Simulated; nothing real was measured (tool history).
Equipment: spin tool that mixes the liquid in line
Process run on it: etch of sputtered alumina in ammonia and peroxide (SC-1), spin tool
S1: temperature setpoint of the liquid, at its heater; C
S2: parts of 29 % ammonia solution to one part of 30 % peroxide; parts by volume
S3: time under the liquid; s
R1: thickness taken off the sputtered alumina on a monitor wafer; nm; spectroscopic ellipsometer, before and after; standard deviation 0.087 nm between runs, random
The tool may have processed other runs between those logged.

| run | hour | S1 | S2 | S3 | R1 |
|---|---|---|---|---|---|
| 1 | 0 | 55 | 0.75 | 320 | 21.649 |
| 2 | 4.5 | 55 | 0.95 | 320 | 22.331 |
| 3 | 7.2 | 55 | 0.95 | 320 | 22.436 |
| 4 | 9.6 | 51.5 | 0.95 | 320 | 18.735 |
| 5 | 11.9 | 48.5 | 0.95 | 320 | 15.764 |
| 6 | 20.9 | 44.5 | 0.95 | 320 | 12.494 |
| 7 | 23.8 | 43.5 | 0.95 | 320 | 12.024 |

Predict the results of run 8:
| 8 | 26.2 | 42.5 | 0.95 | 320 | ? |

R1: 11.049 nm

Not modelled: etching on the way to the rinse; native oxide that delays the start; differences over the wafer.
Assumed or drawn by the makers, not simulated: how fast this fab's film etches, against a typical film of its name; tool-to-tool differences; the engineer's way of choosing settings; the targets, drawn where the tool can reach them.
